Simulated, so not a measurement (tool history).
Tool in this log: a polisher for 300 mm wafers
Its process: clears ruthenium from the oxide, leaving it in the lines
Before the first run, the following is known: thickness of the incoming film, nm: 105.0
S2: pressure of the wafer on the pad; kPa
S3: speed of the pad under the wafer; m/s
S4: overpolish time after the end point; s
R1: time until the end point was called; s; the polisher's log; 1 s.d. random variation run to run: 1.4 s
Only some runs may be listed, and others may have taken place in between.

{"run": 1, "hour": 0.0, "flow of slurry (ml/min)": 235, "S2": 9.7, "S3": 1.06, "S4": 40, "R1": 127.78}
{"run": 2, "hour": 6.4, "flow of slurry (ml/min)": 235, "S2": 10.3, "S3": 1.06, "S4": 40, "R1": 120.67}
{"run": 3, "hour": 8.2, "flow of slurry (ml/min)": 235, "S2": 10.3, "S3": 1.26, "S4": 40, "R1": 100.26}
{"run": 4, "hour": 12.2, "flow of slurry (ml/min)": 235, "S2": 10.3, "S3": 1.1, "S4": 40, "R1": 115.92}
{"run": 5, "hour": 16.0, "flow of slurry (ml/min)": 235, "S2": 9.7, "S3": 1.1, "S4": 40, "R1": 126.04}
{"run": 6, "hour": 21.8, "flow of slurry (ml/min)": 235, "S2": 10.3, "S3": 1.1, "S4": 40, "R1": 112.2}
{"run": 7, "hour": 23.9, "flow of slurry (ml/min)": 235, "S2": 11.0, "S3": 1.1, "S4": 40, "R1": 111.26}
{"run": 8, "hour": 29.9, "flow of slurry (ml/min)": 235, "S2": 11.7, "S3": 1.12, "S4": 40, "R1": 101.73}
{"run": 9, "hour": 31.7, "flow of slurry (ml/min)": 235, "S2": 12.4, "S3": 1.12, "S4": 40, "R1": 99.729}

Run 10 has not been measured yet. What should we expect?
{"run": 10, "hour": 38.4, "flow of slurry (ml/min)": 235, "S2": 13.1, "S3": 1.14, "S4": 40, "R1": "?"}

{"run 10": {"R1": 90.738}}
